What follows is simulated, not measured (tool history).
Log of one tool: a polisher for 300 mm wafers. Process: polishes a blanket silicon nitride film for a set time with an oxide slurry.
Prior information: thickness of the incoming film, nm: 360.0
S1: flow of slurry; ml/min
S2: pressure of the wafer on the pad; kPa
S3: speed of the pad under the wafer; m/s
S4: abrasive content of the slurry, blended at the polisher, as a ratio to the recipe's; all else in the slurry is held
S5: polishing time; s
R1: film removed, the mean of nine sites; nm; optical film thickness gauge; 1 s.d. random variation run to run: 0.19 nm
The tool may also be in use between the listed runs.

run  hour   S1    S2  S3  S4  S5      R1
  1     0  310  30.3   1   1  44  36.602
  2   4.4  310    29   1   1  44  35.713
  3   7.8  310    29   1   1  44  35.564
  4   8.6  310  27.6   1   1  44   33.94
  5  10.3  310  27.6   1   1  44  33.671
  6  13.5  310  26.9   1   1  44  33.217
  7    17  310  26.2   1   1  44  32.096

Run 8 is up next; what results do you expect?
  8  25.5  295  22.8   1   1  44   ?

Run 8 gave R1 28.398 nm.
